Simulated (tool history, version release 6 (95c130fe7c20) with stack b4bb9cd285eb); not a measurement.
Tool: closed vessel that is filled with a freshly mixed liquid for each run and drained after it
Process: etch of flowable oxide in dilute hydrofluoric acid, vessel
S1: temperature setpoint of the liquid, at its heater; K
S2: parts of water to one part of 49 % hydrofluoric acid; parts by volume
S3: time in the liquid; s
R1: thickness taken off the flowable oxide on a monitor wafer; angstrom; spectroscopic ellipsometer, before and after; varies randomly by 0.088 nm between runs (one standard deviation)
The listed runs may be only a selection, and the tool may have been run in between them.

run  hour      S1   S2  S3      R1
  1   0.0  298.15  185  30  54.596
  2   1.5  299.65  175  30  62.047
  3   2.6  299.65  215  30  47.249
  4   5.5  303.15  215  30  54.045
  5   7.5  303.15  215  30  54.669
  6  14.1  303.65  200  30  59.895
  7  21.4  304.15  190  30  64.452
  8  29.1  304.65  180  30  71.429

Run 9 comes next. What will it give?
  9  31.1  305.15  175  30   ?

R1: 75.951 angstrom
